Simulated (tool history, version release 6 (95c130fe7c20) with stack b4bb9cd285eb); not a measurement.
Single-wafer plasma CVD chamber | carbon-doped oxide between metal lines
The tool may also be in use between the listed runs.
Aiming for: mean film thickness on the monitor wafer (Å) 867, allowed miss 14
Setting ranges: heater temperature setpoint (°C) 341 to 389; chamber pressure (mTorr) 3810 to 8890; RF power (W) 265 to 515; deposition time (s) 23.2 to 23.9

run,day,heater temperature setpoint (°C),chamber pressure (mTorr),RF power (W),deposition time (s),mean film thickness on the monitor wafer (Å)
1,0,365,6350,390,23.2,972.68
2,0.108,365,6350,390,23.9,1002.2
3,0.446,366,6230,385,23.9,984.81
4,0.821,366,6820,385,23.9,996.14
5,0.979,366,6820,345,23.9,930.34
6,1.342,366,6820,320,23.9,885.57
7,1.4,366,6790,320,23.9,881.76
8,1.75,366,6760,320,23.9,880.62
9,1.788,366,6730,320,23.9,879.63
10,1.988,366,6710,320,23.9,888.45
11,2.129,366,6690,320,23.9,887.29
12,2.242,366,6670,320,23.9,885.08
13,2.517,366,6650,320,23.9,878.01

5 candidate next runs follow, results not yet known. Just one meets every target within its allowed miss. Identify it.
A,2.792,362,6620,320,23.9,?
B,2.792,369,7150,325,23.9,?
C,2.792,366,7890,320,23.3,?
D,2.792,369,5910,345,23.7,?
E,2.792,351,6530,315,23.7,?

move,mean film thickness on the monitor wafer (Å)
A,888.42
B,888.03
C,868.22
D,901.29
E,894.07
A: further off than the last run
B: further off than the last run
C: each result inside its tolerance
D: further off than the last run
E: further off than the last run
The move that meets every target is C.
